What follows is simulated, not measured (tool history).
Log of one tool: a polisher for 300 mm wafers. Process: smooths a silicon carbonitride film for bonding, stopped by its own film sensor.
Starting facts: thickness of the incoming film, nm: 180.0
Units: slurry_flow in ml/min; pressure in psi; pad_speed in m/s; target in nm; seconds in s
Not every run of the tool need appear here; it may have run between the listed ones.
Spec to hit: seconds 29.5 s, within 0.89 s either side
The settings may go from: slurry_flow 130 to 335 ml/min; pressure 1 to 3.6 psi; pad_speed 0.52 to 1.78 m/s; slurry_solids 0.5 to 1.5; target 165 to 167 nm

run  hour  slurry_flow  pressure  pad_speed  slurry_solids  target  seconds
  1     0          215       2.3       1.14              1     165   42.008
  2   7.5          220       2.6       1.14              1     165   38.524
  3    14          220       2.6       1.14           0.85     165   40.322
  4  17.7          220       2.6       1.14            0.7     165   43.129
  5  26.5          220       2.6        1.3            0.7     165   39.564
  6  35.5          220       2.6       1.12            0.7     165   43.581
  7  38.3          220       2.9       1.12            0.7     165   40.086
  8  39.9          225       3.1       1.16            0.7     165    36.49
  9  42.4          225       3.3       1.18            0.7     165   34.589

Consider the 4 candidate settings below. Which is the only one whose results all fall within their allowed miss of target?
  A  44.9          240       3.6        1.3            0.6     167        ?
  B  44.9          235       3.6       1.24            0.7     167        ?
  C  44.9          240       3.6       0.98           1.05     166        ?
  D  44.9          220       3.4       1.28           0.75     167        ?

move  seconds
   A   26.917
   B    26.54
   C   29.313
   D   26.871
A: takes the biggest miss from the last run beyond its target
B: takes the biggest miss from the last run beyond its target
C: meets every target
D: takes the biggest miss from the last run beyond its target
Answer: C
